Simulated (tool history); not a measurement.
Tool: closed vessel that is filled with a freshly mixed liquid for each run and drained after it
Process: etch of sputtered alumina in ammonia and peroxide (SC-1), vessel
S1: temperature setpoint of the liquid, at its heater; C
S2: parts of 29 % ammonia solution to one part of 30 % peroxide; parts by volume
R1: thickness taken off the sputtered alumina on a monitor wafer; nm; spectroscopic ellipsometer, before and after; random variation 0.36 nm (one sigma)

run 1 hour=0.0 | S1=48.0 S2=0.85 time_in_the_liquid_(s)=750 | R1=31.135
run 2 hour=5.8 | S1=42.0 S2=0.85 time_in_the_liquid_(s)=750 | R1=21.760
run 3 hour=14.7 | S1=42.0 S2=0.85 time_in_the_liquid_(s)=750 | R1=22.015
run 4 hour=16.9 | S1=38.0 S2=0.85 time_in_the_liquid_(s)=750 | R1=17.219
run 5 hour=23.8 | S1=38.0 S2=0.85 time_in_the_liquid_(s)=750 | R1=17.181
run 6 hour=30.2 | S1=38.0 S2=0.85 time_in_the_liquid_(s)=595 | R1=13.773
run 7 hour=32.2 | S1=40.5 S2=0.85 time_in_the_liquid_(s)=595 | R1=15.897
run 8 hour=35.5 | S1=43.0 S2=0.85 time_in_the_liquid_(s)=595 | R1=18.557
run 9 hour=44.6 | S1=51.0 S2=0.90 time_in_the_liquid_(s)=600 | R1=29.167

The next listed run, before its measurement:
run 10 hour=48.0 | S1=52.5 S2=0.90 time_in_the_liquid_(s)=600 | R1=?

Run 10 gave R1 31.994 nm.
